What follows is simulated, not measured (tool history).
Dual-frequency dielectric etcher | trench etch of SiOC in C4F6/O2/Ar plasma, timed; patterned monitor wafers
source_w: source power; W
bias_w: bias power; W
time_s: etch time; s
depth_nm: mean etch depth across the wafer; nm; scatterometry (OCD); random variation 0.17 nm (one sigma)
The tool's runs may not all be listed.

run	day	source_w	bias_w	time_s	depth_nm
1	0.000	470	235	25.5	56.580
2	0.142	480	237	25.5	57.204
3	0.358	480	259	25.5	58.879
4	0.550	480	220	25.5	56.016
5	0.588	450	220	25.5	54.508
6	0.750	450	190	25.5	51.887
7	0.883	470	193	25.5	52.733
8	1.221	490	197	25.5	54.112
9	1.383	500	200	25.5	54.844
10	1.433	510	203	25.5	55.420
11	1.642	520	206	25.5	56.151
12	1.708	530	208	25.5	56.391
13	2.004	540	211	25.5	57.372
14	2.071	550	213	25.5	57.533
15	2.342	560	216	25.5	58.424
16	2.442	570	218	25.5	59.001
17	2.758	570	218	25.5	59.007
18	3.096	580	219	25.5	59.308

The next listed run, before its measurement:
19	3.167	590	221	25.5	?

Run 19 gave depth_nm 60.057 nm.
